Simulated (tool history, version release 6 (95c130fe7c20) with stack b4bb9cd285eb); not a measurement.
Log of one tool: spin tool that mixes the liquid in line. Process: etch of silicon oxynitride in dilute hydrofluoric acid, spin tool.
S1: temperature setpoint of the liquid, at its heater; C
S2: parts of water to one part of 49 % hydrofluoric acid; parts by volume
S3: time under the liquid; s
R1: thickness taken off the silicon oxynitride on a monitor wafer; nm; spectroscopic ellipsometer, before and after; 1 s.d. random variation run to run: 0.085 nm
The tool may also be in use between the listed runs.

run    day  S1  S2  S3      R1
  1      0  25  55  90  5.0352
  2   0.25  25  40  90  7.0729
  3  0.346  27  35  90   8.848
  4  0.604  27  35  90  8.9077
  5  0.975  27  35  70  6.9549
  6  1.333  24  35  70  5.9267
  7  1.504  26  30  75  8.3047

The next listed run, before its measurement:
  8  1.854  30  20  80   ?

{"run 8": {"R1": 16.241}}

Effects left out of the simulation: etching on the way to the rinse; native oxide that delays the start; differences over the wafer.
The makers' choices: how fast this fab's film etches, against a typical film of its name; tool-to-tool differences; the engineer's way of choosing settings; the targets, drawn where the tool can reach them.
